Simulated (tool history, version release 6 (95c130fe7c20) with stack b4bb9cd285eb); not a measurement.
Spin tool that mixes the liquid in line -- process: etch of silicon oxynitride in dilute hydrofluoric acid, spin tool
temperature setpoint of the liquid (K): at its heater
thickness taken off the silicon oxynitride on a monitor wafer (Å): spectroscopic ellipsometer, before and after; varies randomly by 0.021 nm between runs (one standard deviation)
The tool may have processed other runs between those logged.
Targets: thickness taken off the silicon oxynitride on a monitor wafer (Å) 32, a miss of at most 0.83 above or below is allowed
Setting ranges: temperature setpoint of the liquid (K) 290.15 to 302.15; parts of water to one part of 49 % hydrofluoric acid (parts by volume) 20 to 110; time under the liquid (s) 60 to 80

run,day,temperature setpoint of the liquid (K),parts of water to one part of 49 % hydrofluoric acid (parts by volume),time under the liquid (s),thickness taken off the silicon oxynitride on a monitor wafer (Å)
1,0,294.15,60,80,45.065
2,0.129,294.15,60,60,33.911
3,0.317,291.15,60,60,28.828
4,0.454,291.65,60,60,29.34
5,0.642,291.65,50,60,36.098
6,0.821,291.15,50,60,34.932
7,1.079,290.65,50,60,33.998
8,1.171,290.15,50,60,32.99
9,1.258,290.65,50,60,34.065
10,1.538,290.15,50,60,32.976
11,1.912,290.15,50,60,33.084
12,2.217,290.15,55,60,30.02
13,2.512,290.65,55,60,30.646

Which single option among these 5 for the next run brings every result within its allowed miss of target? Just one does.
A,2.808,290.65,60,65,?
B,2.808,291.65,60,60,?
C,2.808,290.15,65,70,?
D,2.808,290.15,60,65,?
E,2.808,290.65,65,75,?

move,thickness taken off the silicon oxynitride on a monitor wafer (Å)
A,30.226
B,29.355
C,29.195
D,29.463
E,32.088
A: its largest miss is bigger than the last run's
B: its largest miss is bigger than the last run's
C: its largest miss is bigger than the last run's
D: its largest miss is bigger than the last run's
E: all results land within tolerance of their targets
The move that meets every target is E.

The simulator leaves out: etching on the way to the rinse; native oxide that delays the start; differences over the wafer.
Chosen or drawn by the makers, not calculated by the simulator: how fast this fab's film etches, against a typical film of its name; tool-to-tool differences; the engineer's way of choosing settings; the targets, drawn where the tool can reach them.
